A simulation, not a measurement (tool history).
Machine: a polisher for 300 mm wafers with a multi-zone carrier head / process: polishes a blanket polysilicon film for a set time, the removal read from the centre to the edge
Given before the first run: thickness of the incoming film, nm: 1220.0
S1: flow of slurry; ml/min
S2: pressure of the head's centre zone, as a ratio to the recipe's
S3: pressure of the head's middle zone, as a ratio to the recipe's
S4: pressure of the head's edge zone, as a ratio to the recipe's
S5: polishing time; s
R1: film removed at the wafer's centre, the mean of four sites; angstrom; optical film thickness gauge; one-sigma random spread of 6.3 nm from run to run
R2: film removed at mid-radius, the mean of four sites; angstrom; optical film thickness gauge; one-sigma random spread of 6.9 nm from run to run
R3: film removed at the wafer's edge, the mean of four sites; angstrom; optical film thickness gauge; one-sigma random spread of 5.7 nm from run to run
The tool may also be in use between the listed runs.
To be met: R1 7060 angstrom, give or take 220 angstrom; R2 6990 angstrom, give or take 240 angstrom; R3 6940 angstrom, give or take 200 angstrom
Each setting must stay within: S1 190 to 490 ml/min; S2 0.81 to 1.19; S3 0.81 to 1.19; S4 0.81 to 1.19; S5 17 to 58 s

run,hour,S1,S2,S3,S4,S5,R1,R2,R3
1,0,315,1,1,1,37,5070.9,5062.6,4960.4
2,2.6,315,1,1,1,30,4058.5,4138.1,4070.7
3,7.3,320,1.01,1.01,1.03,33,4526,4516.3,4553
4,11.6,325,1.02,1.04,1.05,35,4789.7,4931.4,4841.7
5,18.8,380,1.02,1.04,1.05,35,5007,4998.2,4940
6,20.4,385,1.03,1.05,1.07,37,5293.6,5439.8,5262.2
7,22.7,385,1.04,1.05,1.09,38,5442.1,5500.4,5442.2
8,23.8,390,1.05,1.06,1.1,39,5696.4,5673.1,5600
9,31.1,395,1.05,1.07,1.11,40,5810.8,5852,5830.2
10,31.8,395,1.05,1.07,1.11,40,5841.8,5896.7,5781.4
11,32.4,400,1.06,1.07,1.12,41,6066.4,5972,5926
12,39.3,400,1.06,1.07,1.12,41,6041.5,5986.5,5938.7
13,42.1,405,1.06,1.08,1.13,42,6094.5,6184,6191.7
14,50.1,410,1.07,1.09,1.14,43,6433.1,6452.1,6293.4
15,50.6,415,1.07,1.09,1.15,43,6344.9,6549.6,6450.9
16,52,420,1.08,1.09,1.16,43,6429.4,6381.2,6422.5

Which of these 5 next moves meets every target?
A,53.4,395,1.02,1.06,1.19,46,?,?,?
B,53.4,465,1.15,1.11,1.15,41,?,?,?
C,53.4,440,1.07,1.07,1.13,47,?,?,?
D,53.4,375,0.9,1,1.19,46,?,?,?
E,53.4,420,1.16,0.86,1.19,49,?,?,?

move,R1,R2,R3
A,6561.6,6812.8,6927.3
B,6687.3,6386.6,6116.9
C,7097.9,7071.8,6932.5
D,5754.7,6461.2,6910.2
E,7985.8,6114.8,7425.7
A: an improvement on the last run, though not all results are within tolerance
B: moves away from the targets compared with the last run
C: each result inside its tolerance
D: moves away from the targets compared with the last run
E: takes the biggest miss from the last run beyond its target
The move that meets every target is C.
